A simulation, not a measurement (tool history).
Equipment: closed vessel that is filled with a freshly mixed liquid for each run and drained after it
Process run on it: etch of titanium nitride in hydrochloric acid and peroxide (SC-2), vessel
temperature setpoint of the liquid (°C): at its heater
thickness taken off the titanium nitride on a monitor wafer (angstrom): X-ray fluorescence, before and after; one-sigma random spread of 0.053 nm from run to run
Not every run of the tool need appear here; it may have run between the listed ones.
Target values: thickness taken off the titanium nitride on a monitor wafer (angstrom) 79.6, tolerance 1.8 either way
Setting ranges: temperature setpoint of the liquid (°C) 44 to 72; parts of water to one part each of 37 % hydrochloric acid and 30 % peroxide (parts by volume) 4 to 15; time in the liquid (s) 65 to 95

run    day  temperature setpoint of the liquid (°C)  parts of water to one part each of 37 % hydrochloric acid and 30 % peroxide (parts by volume)  time in the liquid (s)  thickness taken off the titanium nitride on a monitor wafer (angstrom)
  1      0                                       60                                                                                            8.5                      95                                                                  46.763
  2  0.367                                       54                                                                                            8.5                      95                                                                   31.84
  3  0.479                                       54                                                                                            8.5                      95                                                                  32.067
  4  0.808                                     58.5                                                                                            8.5                      95                                                                   42.79
     0.938  -- new drum of peroxide connected
  5  0.938                                     58.5                                                                                             11                      95                                                                  36.499
  6  1.125                                     58.5                                                                                             11                      65                                                                  25.233
  7    1.5                                     66.5                                                                                              8                      65                                                                  53.633
  8  1.817                                       68                                                                                            7.5                      65                                                                  61.823
  9  2.096                                       69                                                                                            7.5                      65                                                                  65.743
 10  2.288                                       70                                                                                            7.5                      65                                                                  69.485
 11  2.358                                     70.5                                                                                            7.5                      65                                                                  70.682
 12  2.612                                       71                                                                                            7.5                      65                                                                  73.412

4 candidate next runs follow, results not yet known. Just one meets every target within its allowed miss. Identify it.
  A  2.867                                       69                                                                                            7.5                      65                                                                       ?
  B  2.867                                       66                                                                                            7.5                      95                                                                       ?
  C  2.867                                     70.5                                                                                              6                      65                                                                       ?
  D  2.867                                     69.5                                                                                            6.5                      65                                                                       ?

move  thickness taken off the titanium nitride on a monitor wafer (angstrom)
   A                                                                  65.283
   B                                                                  79.696
   C                                                                  84.725
   D                                                                  75.163
A: moves away from the targets compared with the last run
B: in spec on every target
C: takes the result that was furthest off past its target
D: better than the last run, though not everything is in spec
Correct choice: B, which meets every target
